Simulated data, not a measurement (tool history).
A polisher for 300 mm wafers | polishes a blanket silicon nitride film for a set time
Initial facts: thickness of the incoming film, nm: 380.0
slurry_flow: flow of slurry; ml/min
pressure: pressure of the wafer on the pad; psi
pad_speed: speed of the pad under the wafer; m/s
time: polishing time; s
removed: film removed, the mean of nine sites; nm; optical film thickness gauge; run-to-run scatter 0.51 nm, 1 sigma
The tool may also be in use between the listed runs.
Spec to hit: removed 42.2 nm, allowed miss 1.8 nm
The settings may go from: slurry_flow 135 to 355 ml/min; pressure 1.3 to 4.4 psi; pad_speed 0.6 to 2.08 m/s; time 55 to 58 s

Run 1, hour 0: slurry_flow 225 ml/min, pressure 2.8 psi, pad_speed 1.34 m/s, time 55 s. Result: removed 81.76 nm.
Run 2, hour 8.2: slurry_flow 225 ml/min, pressure 2.4 psi, pad_speed 1.28 m/s, time 55 s. Result: removed 70.128 nm.
Run 3, hour 11.9: slurry_flow 225 ml/min, pressure 2.4 psi, pad_speed 1.28 m/s, time 55 s. Result: removed 72.049 nm.
Run 4, hour 18.7: slurry_flow 220 ml/min, pressure 2.1 psi, pad_speed 1.16 m/s, time 55 s. Result: removed 57.567 nm.
Run 5, hour 24.2: slurry_flow 215 ml/min, pressure 1.9 psi, pad_speed 1.16 m/s, time 55 s. Result: removed 53.005 nm.
Run 6, hour 28.2: slurry_flow 210 ml/min, pressure 1.7 psi, pad_speed 1.16 m/s, time 55 s. Result: removed 48.343 nm.
Run 7, hour 32.8: slurry_flow 205 ml/min, pressure 1.6 psi, pad_speed 1.16 m/s, time 55 s. Result: removed 45.318 nm.
Run 8, hour 40: slurry_flow 195 ml/min, pressure 1.6 psi, pad_speed 1.16 m/s, time 55 s. Result: removed 45.433 nm.

Consider the 5 candidate settings below. Which is the only one whose results all fall within their allowed miss of target?
Run A, hour 47.2: slurry_flow 195 ml/min, pressure 1.4 psi, pad_speed 1.14 m/s, time 57 s. Result: removed ?.
Run B, hour 47.2: slurry_flow 180 ml/min, pressure 1.3 psi, pad_speed 1.16 m/s, time 55 s. Result: removed ?.
Run C, hour 47.2: slurry_flow 160 ml/min, pressure 1.7 psi, pad_speed 0.88 m/s, time 55 s. Result: removed ?.
Run D, hour 47.2: slurry_flow 180 ml/min, pressure 1.8 psi, pad_speed 0.98 m/s, time 58 s. Result: removed ?.
Run E, hour 47.2: slurry_flow 210 ml/min, pressure 1.4 psi, pad_speed 1.06 m/s, time 55 s. Result: removed ?.

move  removed
   A   42.358
   B   38.756
   C   37.188
   D   45.652
   E   38.983
A: hits every target within its allowed miss
B: the result that was furthest off in the last run now lies on the other side of its target
C: the result that was furthest off in the last run now lies on the other side of its target
D: misses by more than the last run did
E: the result that was furthest off in the last run now lies on the other side of its target
So the answer is move A, the one that meets all the targets.
